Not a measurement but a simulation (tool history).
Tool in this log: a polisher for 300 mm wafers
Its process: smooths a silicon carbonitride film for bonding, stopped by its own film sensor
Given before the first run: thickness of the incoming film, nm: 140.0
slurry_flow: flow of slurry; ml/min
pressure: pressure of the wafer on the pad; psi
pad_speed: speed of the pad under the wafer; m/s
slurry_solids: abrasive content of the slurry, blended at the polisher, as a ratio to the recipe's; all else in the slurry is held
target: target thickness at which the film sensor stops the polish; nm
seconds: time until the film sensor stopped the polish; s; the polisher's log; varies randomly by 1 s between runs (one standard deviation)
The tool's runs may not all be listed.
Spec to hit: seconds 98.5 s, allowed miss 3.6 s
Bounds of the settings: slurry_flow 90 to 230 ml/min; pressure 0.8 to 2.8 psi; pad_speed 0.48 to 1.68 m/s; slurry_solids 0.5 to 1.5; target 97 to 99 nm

run  hour  slurry_flow  pressure  pad_speed  slurry_solids  target  seconds
  1     0          150       1.8       1.08              1      99   162.12
  2   7.8          150       1.9       1.08              1      99   154.57
  3   8.5          150         2       1.08              1      99   148.34
  4  13.2          150       2.1       1.08              1      99    141.4
  5  17.8          150       2.2       1.08              1      99   134.23
  6  26.2          150       1.9       1.08              1      99   152.37
  7  27.9          150         2       1.08              1      99   148.36
  8  35.2          150       2.1       1.08              1      99   142.74
  9  38.5          150       2.2       1.08              1      99   135.96
 10  45.6          150       2.2       1.08              1      99   135.39
 11  46.1          150       2.3       1.08              1      99   128.79
 12    49          150       2.4       1.08              1      99   122.05
 13  49.9          160       2.6       1.08              1      99   113.98
 14  56.7          160       2.7       1.12              1      99   106.58

5 candidate next runs follow, results not yet known. Just one meets every target within its allowed miss. Identify it.
  A  63.5          180       2.4       1.08           1.05      99        ?
  B  63.5          145       2.7       1.14           1.15      99        ?
  C  63.5          140       2.4       1.16           1.15      99        ?
  D  63.5          170       2.7       0.94           1.25      97        ?
  E  63.5          170       2.5       1.08              1      98        ?

move  seconds
   A   116.18
   B    99.27
   C   110.77
   D   111.98
   E      118
A: its largest miss is bigger than the last run's
B: all results in spec
C: its largest miss is bigger than the last run's
D: its largest miss is bigger than the last run's
E: its largest miss is bigger than the last run's
Go with B: it meets all targets.

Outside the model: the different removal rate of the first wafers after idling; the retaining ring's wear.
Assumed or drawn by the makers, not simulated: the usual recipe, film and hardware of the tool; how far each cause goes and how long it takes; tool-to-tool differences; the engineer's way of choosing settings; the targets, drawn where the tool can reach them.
